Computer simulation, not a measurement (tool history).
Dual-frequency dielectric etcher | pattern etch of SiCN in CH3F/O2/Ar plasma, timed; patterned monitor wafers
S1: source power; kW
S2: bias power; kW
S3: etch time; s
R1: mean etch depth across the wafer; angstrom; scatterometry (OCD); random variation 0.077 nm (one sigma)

| run | hour | S1 | S2 | S3 | R1 |
|---|---|---|---|---|---|
| 1 | 0.0 | 0.340 | 0.061 | 47.0 | 150.92 |
| 2 | 7.0 | 0.340 | 0.052 | 47.0 | 144.50 |
| 3 | 9.1 | 0.340 | 0.052 | 43.0 | 133.13 |
| 4 | 11.1 | 0.340 | 0.060 | 43.0 | 136.08 |
| 5 | 17.5 | 0.340 | 0.060 | 47.0 | 147.67 |
| 6 | 19.2 | 0.340 | 0.060 | 47.0 | 148.78 |
| 7 | 20.5 | 0.310 | 0.055 | 46.5 | 139.59 |

The next listed run, before its measurement:
| 8 | 22.1 | 0.250 | 0.043 | 44.5 | ? |

{"run 8": {"R1": 113.18}}
